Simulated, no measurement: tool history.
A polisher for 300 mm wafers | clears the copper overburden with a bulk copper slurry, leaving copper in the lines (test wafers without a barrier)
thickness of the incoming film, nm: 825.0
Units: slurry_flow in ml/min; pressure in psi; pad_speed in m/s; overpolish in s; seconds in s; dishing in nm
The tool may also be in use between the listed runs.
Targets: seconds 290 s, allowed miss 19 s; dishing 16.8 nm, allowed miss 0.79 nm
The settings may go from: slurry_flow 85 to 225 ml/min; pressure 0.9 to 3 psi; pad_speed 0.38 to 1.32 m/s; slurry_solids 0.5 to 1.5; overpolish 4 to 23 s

run  hour  slurry_flow  pressure  pad_speed  slurry_solids  overpolish  seconds  dishing
  1     0          145       1.9       0.84              1          12   167.78   35.669
  2   7.2          145       1.9       0.84              1           7   166.35   22.828
  3  12.5          145       1.5       0.84              1           7   210.05   18.409
  4  20.9          145       1.5       0.76              1           7   230.04   16.947
  5  27.9          145       1.5       0.76            1.2           7   210.36   17.351
  6  31.4          135       1.4       0.76           1.15           8   237.83   17.936
  7    39          125       1.3       0.76           1.15           8   265.01   16.792
  8  47.7          120       1.3       0.76           1.15           8   265.34   16.785
  9  51.4          115       1.3       0.76           1.15           8   268.21   16.586
 10  55.1          110       1.3       0.76           1.15           8   271.36   16.177

Which of these 5 next moves meets every target?
  A  58.8           85       1.3       0.78            1.1           9        ?        ?
  B  58.8           90       1.3       0.92            0.9           7        ?        ?
  C  58.8          105       1.5       0.72            1.1           7        ?        ?
  D  58.8           95       1.6       0.74            1.1           7        ?        ?
  E  58.8          100       1.4       0.66           0.95           8        ?        ?

move  seconds  dishing
   A   294.94   17.043
   B   259.09   15.256
   C   259.63    15.32
   D   244.82   16.213
   E   317.49   14.353
A: meets every target
B: further off than the last run
C: further off than the last run
D: further off than the last run
E: takes the result that was furthest off past its target
Answer: A
